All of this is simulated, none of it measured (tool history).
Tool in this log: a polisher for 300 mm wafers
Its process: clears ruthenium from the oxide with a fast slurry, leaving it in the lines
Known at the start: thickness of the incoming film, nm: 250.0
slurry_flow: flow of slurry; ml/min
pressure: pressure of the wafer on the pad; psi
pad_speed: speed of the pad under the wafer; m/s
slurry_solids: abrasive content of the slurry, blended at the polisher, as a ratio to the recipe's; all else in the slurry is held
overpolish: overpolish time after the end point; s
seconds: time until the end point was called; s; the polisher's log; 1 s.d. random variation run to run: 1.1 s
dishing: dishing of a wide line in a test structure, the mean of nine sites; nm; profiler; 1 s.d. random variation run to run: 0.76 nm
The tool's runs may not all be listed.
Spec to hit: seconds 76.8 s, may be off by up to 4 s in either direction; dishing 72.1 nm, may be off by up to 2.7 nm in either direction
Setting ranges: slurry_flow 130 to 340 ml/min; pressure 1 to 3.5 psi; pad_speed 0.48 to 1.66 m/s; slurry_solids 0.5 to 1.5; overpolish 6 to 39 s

run    day  slurry_flow  pressure  pad_speed  slurry_solids  overpolish  seconds  dishing
  1      0          220       2.2       1.06              1          20   79.564   46.651
  2  0.271          220       2.2        1.2              1          20   68.403   51.477
  3  0.517          220         2        1.2              1          20   72.888   48.719
  4  0.554          220       2.5        1.2              1          20   64.738   53.579
  5  0.579          220       2.3        1.2              1          20   68.756   52.096
  6  0.796          220       2.3        1.2              1          26    67.57   63.959
  7  1.167          220       2.2       1.18              1          28   71.955    65.51
  8  1.483          220       2.2       1.18              1          29   70.471   67.239
  9   1.85          220       2.1       1.18              1          30   71.965   69.363
 10  1.946          220         2       1.18              1          31   74.785   66.803

4 candidate next runs follow, results not yet known. Just one meets every target within its allowed miss. Identify it.
  A  2.042          245         2       1.04              1          37        ?        ?
  B  2.042          205       2.1       1.22            0.9          33        ?        ?
  C  2.042          285       2.7       1.08           0.95          28        ?        ?
  D  2.042          295         3       0.96           0.85          39        ?        ?

move  seconds  dishing
   A   83.132   73.012
   B   74.278   72.916
   C   67.715   69.141
   D   74.605   81.867
A: brings the result that was furthest off to its target, and leaves another outside
B: all results in spec
C: the biggest miss grows against the last run
D: moves the result that the last run missed by most past its target, out the other side
Answer: B
